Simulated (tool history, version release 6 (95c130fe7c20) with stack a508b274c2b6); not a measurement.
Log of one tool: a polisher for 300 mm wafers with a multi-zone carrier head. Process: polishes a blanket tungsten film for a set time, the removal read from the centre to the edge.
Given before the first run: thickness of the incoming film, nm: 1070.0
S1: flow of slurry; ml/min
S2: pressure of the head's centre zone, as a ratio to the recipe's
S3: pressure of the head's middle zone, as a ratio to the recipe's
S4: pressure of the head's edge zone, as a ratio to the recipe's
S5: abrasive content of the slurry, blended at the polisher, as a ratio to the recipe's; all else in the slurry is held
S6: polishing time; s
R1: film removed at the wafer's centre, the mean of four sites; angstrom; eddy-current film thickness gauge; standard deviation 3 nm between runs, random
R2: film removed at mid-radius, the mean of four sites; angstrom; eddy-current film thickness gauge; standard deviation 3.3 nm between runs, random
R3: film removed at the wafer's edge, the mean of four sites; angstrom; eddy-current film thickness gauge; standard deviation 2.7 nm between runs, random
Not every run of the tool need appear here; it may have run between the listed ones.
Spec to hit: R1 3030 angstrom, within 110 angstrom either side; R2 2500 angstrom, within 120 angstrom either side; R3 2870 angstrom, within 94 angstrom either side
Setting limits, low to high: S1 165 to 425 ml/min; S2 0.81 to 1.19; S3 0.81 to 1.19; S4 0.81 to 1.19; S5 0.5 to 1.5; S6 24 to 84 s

run,hour,S1,S2,S3,S4,S5,S6,R1,R2,R3
1,0,275,1,1,1,1,54,3551.9,3616.9,3588.8
2,8.3,275,1,0.94,1,1,54,3540.2,3436.3,3596.6
3,15.7,270,1.01,0.91,0.99,0.9,53,3499.7,3185.5,3293.7
4,19.5,270,0.98,0.91,0.99,0.9,53,3386.1,3234.4,3373.4
5,23.6,270,0.98,0.91,0.99,0.9,61,3857.8,3679.4,3849.2
6,31.4,270,0.98,0.91,0.95,0.9,61,3848.7,3714.4,3808.1
7,39.7,265,0.98,0.89,0.98,0.85,59,3700.2,3438.5,3723
8,40.5,260,0.98,0.87,0.97,0.8,57,3484.4,3178.5,3469.7
9,45.5,255,0.98,0.86,0.96,0.75,56,3353.6,3069,3313.4
10,51.9,245,0.99,0.85,0.97,0.7,55,3257.7,2956,3193.7
11,59.9,250,1,0.84,0.99,0.65,54,3170.6,2778.7,3125.2
12,61.8,250,1.01,0.83,0.99,0.6,54,3151.9,2644.1,3015.9

Exactly one of the 5 candidate moves below puts every result within its allowed miss. Which one?
A,63.7,170,0.98,0.9,0.91,0.7,53,?,?,?
B,63.7,190,1.07,0.96,0.91,0.55,56,?,?,?
C,63.7,340,1.01,0.81,1.16,0.5,55,?,?,?
D,63.7,280,1.04,0.82,1,0.6,50,?,?,?
E,63.7,275,1.08,0.84,0.94,0.6,52,?,?,?

move,R1,R2,R3
A,2910.8,2732.5,2892.5
B,3186.7,2883.5,2899.3
C,3125,2625.4,3299
D,3005.3,2484.6,2886.1
E,3228,2621.9,2909.4
A: brings the last run's worst result on target, with another outside its allowed miss
B: brings the last run's worst result on target, with another outside its allowed miss
C: lands further from the targets than the last run did
D: meets every target
E: brings the last run's worst result on target, with another outside its allowed miss
Go with D: it meets all targets.
